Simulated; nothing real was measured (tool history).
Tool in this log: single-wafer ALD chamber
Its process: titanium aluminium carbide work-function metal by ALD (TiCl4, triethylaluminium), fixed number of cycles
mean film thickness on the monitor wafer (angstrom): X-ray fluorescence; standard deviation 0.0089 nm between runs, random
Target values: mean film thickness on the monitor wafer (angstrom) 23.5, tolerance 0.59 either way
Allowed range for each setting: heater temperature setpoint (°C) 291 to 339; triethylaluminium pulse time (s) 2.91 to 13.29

| run | day | heater temperature setpoint (°C) | triethylaluminium pulse time (s) | mean film thickness on the monitor wafer (angstrom) |
|---|---|---|---|---|
| 1 | 0 | 315 | 8.1 | 19.715 |
| 2 | 0.333 | 306 | 8.1 | 18.891 |
| 3 | 0.438 | 295 | 8.1 | 17.843 |
| 4 | 0.712 | 304 | 8.1 | 18.865 |
|  | 0.821 | triethylaluminium bottle replaced |
| 5 | 0.821 | 304 | 6.39 | 18.305 |
| 6 | 1.121 | 304 | 7.56 | 19.695 |
| 7 | 1.283 | 311 | 7.97 | 20.481 |
| 8 | 1.346 | 314 | 8.15 | 21.06 |
| 9 | 1.629 | 316 | 8.27 | 21.277 |
| 10 | 1.717 | 318 | 8.39 | 21.373 |
| 11 | 2.088 | 320 | 8.54 | 21.884 |
| 12 | 2.35 | 322 | 8.64 | 22.11 |
| 13 | 2.692 | 323 | 8.73 | 22.201 |
| 14 | 2.717 | 324 | 8.83 | 22.35 |
| 15 | 2.792 | 325 | 8.92 | 22.448 |

Below are 5 possible settings for the next run. Only one of them brings all results inside the allowed miss of their targets. Which is it?
| A | 2.867 | 324 | 7.6 | ? |
| B | 2.867 | 313 | 12.05 | ? |
| C | 2.867 | 321 | 8.73 | ? |
| D | 2.867 | 333 | 9.55 | ? |
| E | 2.867 | 319 | 7.93 | ? |

| move | mean film thickness on the monitor wafer (angstrom) |
|---|---|
| A | 21.531 |
| B | 21.967 |
| C | 21.974 |
| D | 23.546 |
| E | 21.297 |
A: its largest miss is bigger than the last run's
B: its largest miss is bigger than the last run's
C: its largest miss is bigger than the last run's
D: meets every target
E: its largest miss is bigger than the last run's
D meets every target.
